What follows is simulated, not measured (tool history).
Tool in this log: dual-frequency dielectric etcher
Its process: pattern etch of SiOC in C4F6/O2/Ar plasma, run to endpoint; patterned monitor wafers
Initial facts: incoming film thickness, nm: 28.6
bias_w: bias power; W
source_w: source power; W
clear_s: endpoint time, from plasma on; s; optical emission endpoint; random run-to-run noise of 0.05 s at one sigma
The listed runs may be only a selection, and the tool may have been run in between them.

run	hour	bias_w	source_w	clear_s
1	0	338	410	11.864
2	1.8	279	410	12.461
3	5.4	316	420	12.021
4	12.8	341	420	11.807
5	19.3	365	430	11.515
6	20.2	404	430	11.232

Run 7 is up next; what results do you expect?
7	23.6	417	440	?

For run 7 the tool returned clear_s 10.924 s.

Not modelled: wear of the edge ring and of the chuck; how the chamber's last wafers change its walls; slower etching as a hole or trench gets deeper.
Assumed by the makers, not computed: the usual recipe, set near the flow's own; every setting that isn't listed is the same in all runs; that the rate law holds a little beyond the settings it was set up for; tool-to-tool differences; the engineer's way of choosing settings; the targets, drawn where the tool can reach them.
